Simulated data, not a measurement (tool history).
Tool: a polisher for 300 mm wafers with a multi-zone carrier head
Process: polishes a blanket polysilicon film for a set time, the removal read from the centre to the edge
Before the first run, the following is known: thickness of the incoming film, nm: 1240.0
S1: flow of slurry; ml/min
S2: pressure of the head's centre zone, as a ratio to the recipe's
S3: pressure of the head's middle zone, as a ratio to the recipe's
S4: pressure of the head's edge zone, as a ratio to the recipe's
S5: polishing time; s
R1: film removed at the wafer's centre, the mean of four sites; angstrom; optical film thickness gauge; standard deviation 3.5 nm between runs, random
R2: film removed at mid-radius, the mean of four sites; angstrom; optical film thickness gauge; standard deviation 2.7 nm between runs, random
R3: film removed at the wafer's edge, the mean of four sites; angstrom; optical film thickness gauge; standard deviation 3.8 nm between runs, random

run    day   S1    S2    S3    S4  S5      R1      R2      R3
  1  0.000  305  1.00  1.00  1.00  71  3030.5  3258.3  3382.0
  2  0.217  305  1.00  1.00  0.93  71  3037.2  3288.5  3252.2
  3  0.404  305  0.96  1.00  0.93  71  2956.0  3280.8  3301.3
  4  0.462  305  0.97  0.99  0.92  70  2994.0  3229.7  3128.7
  5  0.521  305  1.04  0.99  0.92  70  3143.0  3200.4  3150.4
  6  0.696  305  1.03  0.98  0.92  69  3076.9  3187.3  3163.6
  7  0.871  305  1.03  0.97  0.92  68  3016.0  3026.3  3075.0
  8  1.192  305  1.03  0.97  0.92  68  2998.6  3049.5  3093.3
  9  1.317  305  1.03  0.96  0.92  68  3085.0  3039.9  3049.8
 10  1.396  305  1.02  0.95  0.92  68  2961.4  2998.5  3047.2
 11  1.458  305  1.02  0.94  0.92  68  2993.9  3044.7  3143.8

Expected results for the next run?
 12  1.583  305  1.02  0.93  0.92  67   ?   ?   ?

Run 12 came out at R1 2899.8 angstrom, R2 2910.0 angstrom, R3 3014.3 angstrom.

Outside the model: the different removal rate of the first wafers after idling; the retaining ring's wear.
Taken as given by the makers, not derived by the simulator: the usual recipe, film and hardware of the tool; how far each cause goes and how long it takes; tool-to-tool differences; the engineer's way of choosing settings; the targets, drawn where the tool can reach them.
